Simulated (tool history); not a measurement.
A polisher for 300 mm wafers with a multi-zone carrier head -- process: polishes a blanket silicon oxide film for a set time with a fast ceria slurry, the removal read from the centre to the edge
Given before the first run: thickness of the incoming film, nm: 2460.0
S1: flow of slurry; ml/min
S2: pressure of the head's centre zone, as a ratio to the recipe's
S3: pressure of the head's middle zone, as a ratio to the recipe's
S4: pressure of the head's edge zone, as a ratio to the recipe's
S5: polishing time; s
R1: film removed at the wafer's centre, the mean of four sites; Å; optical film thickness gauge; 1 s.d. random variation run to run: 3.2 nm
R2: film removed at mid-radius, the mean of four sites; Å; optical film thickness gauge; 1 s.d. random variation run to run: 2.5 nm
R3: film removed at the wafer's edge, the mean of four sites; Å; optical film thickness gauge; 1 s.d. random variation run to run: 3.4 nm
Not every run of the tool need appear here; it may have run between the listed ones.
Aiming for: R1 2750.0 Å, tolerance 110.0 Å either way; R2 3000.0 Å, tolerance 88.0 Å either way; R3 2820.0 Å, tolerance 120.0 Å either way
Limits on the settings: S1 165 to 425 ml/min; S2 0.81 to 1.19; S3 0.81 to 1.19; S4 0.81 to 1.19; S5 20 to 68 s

{"run": 1, "day": 0.0, "S1": 275, "S2": 1.0, "S3": 1.0, "S4": 1.0, "S5": 44, "R1": 4924.8, "R2": 4907.5, "R3": 4782.9}
{"run": 2, "day": 0.362, "S1": 275, "S2": 1.0, "S3": 1.0, "S4": 0.94, "S5": 44, "R1": 4886.4, "R2": 4923.8, "R3": 4671.1}
{"run": 3, "day": 0.542, "S1": 275, "S2": 1.0, "S3": 1.0, "S4": 0.97, "S5": 44, "R1": 4888.2, "R2": 4873.5, "R3": 4702.9}
{"run": 4, "day": 0.575, "S1": 340, "S2": 1.0, "S3": 1.0, "S4": 0.97, "S5": 44, "R1": 4997.6, "R2": 4964.8, "R3": 4907.8}
{"run": 5, "day": 0.946, "S1": 315, "S2": 0.97, "S3": 0.98, "S4": 0.93, "S5": 38, "R1": 4160.9, "R2": 4209.5, "R3": 4111.4}
{"run": 6, "day": 1.158, "S1": 315, "S2": 0.97, "S3": 0.98, "S4": 0.93, "S5": 45, "R1": 4933.3, "R2": 5005.2, "R3": 4852.1}
{"run": 7, "day": 1.367, "S1": 295, "S2": 0.94, "S3": 0.96, "S4": 0.9, "S5": 39, "R1": 4075.3, "R2": 4227.6, "R3": 4034.3}
{"run": 8, "day": 1.667, "S1": 295, "S2": 0.94, "S3": 0.96, "S4": 0.9, "S5": 39, "R1": 4113.7, "R2": 4181.6, "R3": 4085.7}
{"run": 9, "day": 1.846, "S1": 275, "S2": 0.91, "S3": 0.96, "S4": 0.87, "S5": 35, "R1": 3588.9, "R2": 3782.4, "R3": 3580.9}
{"run": 10, "day": 2.129, "S1": 260, "S2": 0.89, "S3": 0.95, "S4": 0.85, "S5": 33, "R1": 3249.3, "R2": 3496.5, "R3": 3327.7}
{"run": 11, "day": 2.229, "S1": 245, "S2": 0.88, "S3": 0.95, "S4": 0.84, "S5": 32, "R1": 3077.9, "R2": 3376.9, "R3": 3226.1}
{"run": 12, "day": 2.467, "S1": 240, "S2": 0.88, "S3": 0.95, "S4": 0.83, "S5": 31, "R1": 3018.2, "R2": 3254.6, "R3": 3053.4}
{"run": 13, "day": 2.612, "S1": 225, "S2": 0.87, "S3": 0.95, "S4": 0.82, "S5": 31, "R1": 2928.4, "R2": 3261.4, "R3": 3079.2}
{"run": 14, "day": 2.642, "S1": 225, "S2": 0.87, "S3": 0.95, "S4": 0.82, "S5": 30, "R1": 2923.3, "R2": 3134.6, "R3": 2983.4}
{"run": 15, "day": 2.983, "S1": 225, "S2": 0.87, "S3": 0.95, "S4": 0.82, "S5": 30, "R1": 2793.1, "R2": 3127.4, "R3": 3008.5}

Next run, 4 choices. One meets every target within its allowed miss, the rest don't. Which?
{"run": "A", "day": 3.325, "S1": 225, "S2": 0.87, "S3": 0.92, "S4": 0.93, "S5": 30, "R1": "?", "R2": "?", "R3": "?"}
{"run": "B", "day": 3.325, "S1": 210, "S2": 0.87, "S3": 0.97, "S4": 0.83, "S5": 32, "R1": "?", "R2": "?", "R3": "?"}
{"run": "C", "day": 3.325, "S1": 270, "S2": 0.88, "S3": 0.95, "S4": 0.81, "S5": 28, "R1": "?", "R2": "?", "R3": "?"}
{"run": "D", "day": 3.325, "S1": 200, "S2": 0.83, "S3": 0.86, "S4": 0.91, "S5": 31, "R1": "?", "R2": "?", "R3": "?"}

move=A R1=2813.1 R2=3054.9 R3=3200.4
move=B R1=2975.2 R2=3379.7 R3=3220.7
move=C R1=2713.4 R2=2985.4 R3=2846.1
move=D R1=2728.5 R2=2945.2 R3=3243.0
A: the biggest miss grows against the last run
B: the biggest miss grows against the last run
C: in spec on every target
D: the biggest miss grows against the last run
Move C is the one to make.
